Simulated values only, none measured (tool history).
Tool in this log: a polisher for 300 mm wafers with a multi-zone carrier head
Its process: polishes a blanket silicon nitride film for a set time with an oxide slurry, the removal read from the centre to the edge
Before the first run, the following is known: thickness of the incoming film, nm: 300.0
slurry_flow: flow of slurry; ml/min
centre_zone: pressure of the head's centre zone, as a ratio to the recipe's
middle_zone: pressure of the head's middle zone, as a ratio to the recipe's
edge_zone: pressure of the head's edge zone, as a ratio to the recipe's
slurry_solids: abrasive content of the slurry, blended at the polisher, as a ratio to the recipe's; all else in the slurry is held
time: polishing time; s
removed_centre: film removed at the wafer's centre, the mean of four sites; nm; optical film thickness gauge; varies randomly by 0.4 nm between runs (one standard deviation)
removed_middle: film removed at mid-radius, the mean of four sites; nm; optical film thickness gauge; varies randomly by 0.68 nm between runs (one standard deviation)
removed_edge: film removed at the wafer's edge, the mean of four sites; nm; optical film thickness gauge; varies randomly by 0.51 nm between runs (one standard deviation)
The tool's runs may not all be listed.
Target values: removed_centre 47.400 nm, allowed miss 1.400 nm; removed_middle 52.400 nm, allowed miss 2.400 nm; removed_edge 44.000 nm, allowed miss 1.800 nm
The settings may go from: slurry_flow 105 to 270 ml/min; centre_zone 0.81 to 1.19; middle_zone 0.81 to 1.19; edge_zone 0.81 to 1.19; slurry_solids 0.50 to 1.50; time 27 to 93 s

{"run": 1, "hour": 0.0, "slurry_flow": 175, "centre_zone": 1.0, "middle_zone": 1.0, "edge_zone": 1.0, "slurry_solids": 1.0, "time": 59, "removed_centre": 33.85, "removed_middle": 33.598, "removed_edge": 34.804}
{"run": 2, "hour": 3.9, "slurry_flow": 140, "centre_zone": 1.0, "middle_zone": 1.0, "edge_zone": 1.0, "slurry_solids": 1.0, "time": 59, "removed_centre": 32.568, "removed_middle": 32.706, "removed_edge": 33.527}
{"run": 3, "hour": 6.8, "slurry_flow": 155, "centre_zone": 1.02, "middle_zone": 1.05, "edge_zone": 0.99, "slurry_solids": 1.15, "time": 59, "removed_centre": 36.206, "removed_middle": 37.11, "removed_edge": 36.678}
{"run": 4, "hour": 9.5, "slurry_flow": 155, "centre_zone": 1.02, "middle_zone": 1.05, "edge_zone": 0.99, "slurry_solids": 1.15, "time": 68, "removed_centre": 41.718, "removed_middle": 43.546, "removed_edge": 42.747}
{"run": 5, "hour": 11.8, "slurry_flow": 155, "centre_zone": 1.02, "middle_zone": 1.0, "edge_zone": 0.99, "slurry_solids": 1.15, "time": 68, "removed_centre": 41.717, "removed_middle": 41.362, "removed_edge": 42.301}
{"run": 6, "hour": 14.0, "slurry_flow": 155, "centre_zone": 1.02, "middle_zone": 1.06, "edge_zone": 0.99, "slurry_solids": 1.15, "time": 68, "removed_centre": 41.96, "removed_middle": 42.802, "removed_edge": 41.727}
{"run": 7, "hour": 20.9, "slurry_flow": 170, "centre_zone": 1.02, "middle_zone": 1.1, "edge_zone": 0.97, "slurry_solids": 1.2, "time": 68, "removed_centre": 44.149, "removed_middle": 45.931, "removed_edge": 42.523}
{"run": 8, "hour": 29.6, "slurry_flow": 175, "centre_zone": 1.01, "middle_zone": 1.12, "edge_zone": 0.97, "slurry_solids": 1.25, "time": 68, "removed_centre": 44.778, "removed_middle": 48.616, "removed_edge": 44.218}
{"run": 9, "hour": 37.1, "slurry_flow": 180, "centre_zone": 1.01, "middle_zone": 1.14, "edge_zone": 0.96, "slurry_solids": 1.25, "time": 68, "removed_centre": 44.764, "removed_middle": 49.213, "removed_edge": 43.718}

Exactly one of the 5 candidate moves below puts every result within its allowed miss. Which one?
{"run": "A", "hour": 44.6, "slurry_flow": 165, "centre_zone": 0.99, "middle_zone": 1.1, "edge_zone": 1.02, "slurry_solids": 1.25, "time": 65, "removed_centre": "?", "removed_middle": "?", "removed_edge": "?"}
{"run": "B", "hour": 44.6, "slurry_flow": 180, "centre_zone": 1.09, "middle_zone": 1.02, "edge_zone": 0.97, "slurry_solids": 1.2, "time": 71, "removed_centre": "?", "removed_middle": "?", "removed_edge": "?"}
{"run": "C", "hour": 44.6, "slurry_flow": 205, "centre_zone": 1.03, "middle_zone": 1.18, "edge_zone": 0.9, "slurry_solids": 1.15, "time": 72, "removed_centre": "?", "removed_middle": "?", "removed_edge": "?"}
{"run": "D", "hour": 44.6, "slurry_flow": 175, "centre_zone": 0.97, "middle_zone": 1.09, "edge_zone": 1.07, "slurry_solids": 1.2, "time": 65, "removed_centre": "?", "removed_middle": "?", "removed_edge": "?"}
{"run": "E", "hour": 44.6, "slurry_flow": 160, "centre_zone": 0.92, "middle_zone": 1.19, "edge_zone": 0.95, "slurry_solids": 1.3, "time": 71, "removed_centre": "?", "removed_middle": "?", "removed_edge": "?"}

move=A removed_centre=41.358 removed_middle=45.334 removed_edge=43.195
move=B removed_centre=47.780 removed_middle=46.246 removed_edge=45.730
move=C removed_centre=46.946 removed_middle=53.121 removed_edge=44.422
move=D removed_centre=40.549 removed_middle=44.584 removed_edge=43.713
move=E removed_centre=43.799 removed_middle=53.662 removed_edge=46.186
A: further off than the last run
B: gets the furthest-off result to its target, but another result is out of tolerance
C: in spec on every target
D: further off than the last run
E: further off than the last run
Answer: C
